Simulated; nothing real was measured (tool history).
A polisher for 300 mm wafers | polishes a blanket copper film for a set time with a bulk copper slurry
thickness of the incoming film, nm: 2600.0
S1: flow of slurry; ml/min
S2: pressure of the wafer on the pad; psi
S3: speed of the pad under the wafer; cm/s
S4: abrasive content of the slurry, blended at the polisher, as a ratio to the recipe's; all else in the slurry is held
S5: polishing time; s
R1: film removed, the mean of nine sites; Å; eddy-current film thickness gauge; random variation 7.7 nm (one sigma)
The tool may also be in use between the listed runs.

Run 1, hour 0: S1 270 ml/min, S2 2.5 psi, S3 130 cm/s, S4 1, S5 63 s. Result: R1 5986.2 Å.
Run 2, hour 5.8: S1 275 ml/min, S2 2.8 psi, S3 130 cm/s, S4 1, S5 63 s. Result: R1 6530.9 Å.
Run 3, hour 7.3: S1 275 ml/min, S2 3.1 psi, S3 130 cm/s, S4 1, S5 63 s. Result: R1 7166.4 Å.
Run 4, hour 12.9: S1 275 ml/min, S2 3.3 psi, S3 130 cm/s, S4 1, S5 63 s. Result: R1 7577.8 Å.
Run 5, hour 17: S1 275 ml/min, S2 3.5 psi, S3 132 cm/s, S4 1, S5 63 s. Result: R1 7941.9 Å.
Run 6, hour 20.6: S1 280 ml/min, S2 3.6 psi, S3 134 cm/s, S4 1, S5 63 s. Result: R1 8363.1 Å.

Forecast run 7:
Run 7, hour 26: S1 280 ml/min, S2 3.7 psi, S3 136 cm/s, S4 1, S5 63 s. Result: R1 ?.

Run 7 gave R1 8738.5 Å.
